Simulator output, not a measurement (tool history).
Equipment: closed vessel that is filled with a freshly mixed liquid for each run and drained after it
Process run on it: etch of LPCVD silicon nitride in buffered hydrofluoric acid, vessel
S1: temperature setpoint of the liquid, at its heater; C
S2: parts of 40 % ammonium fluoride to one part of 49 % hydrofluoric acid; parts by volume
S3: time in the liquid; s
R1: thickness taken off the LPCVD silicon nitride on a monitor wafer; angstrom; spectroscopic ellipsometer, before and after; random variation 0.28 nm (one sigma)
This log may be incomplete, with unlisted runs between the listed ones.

run	hour	S1	S2	S3	R1
1	0	24	16.5	2610	241.79
2	2	25.5	16.5	2610	262.14
3	5.9	22.5	16.5	2610	221.01
4	8.7	22.5	16.5	2820	240.17
5	16.9	23.5	16.5	2820	249.49
6	23.6	25	16.5	2820	276.35

Run 7 is up next; what results do you expect?
7	29.2	26	16.5	2820	?

{"run 7": {"R1": 292.73}}
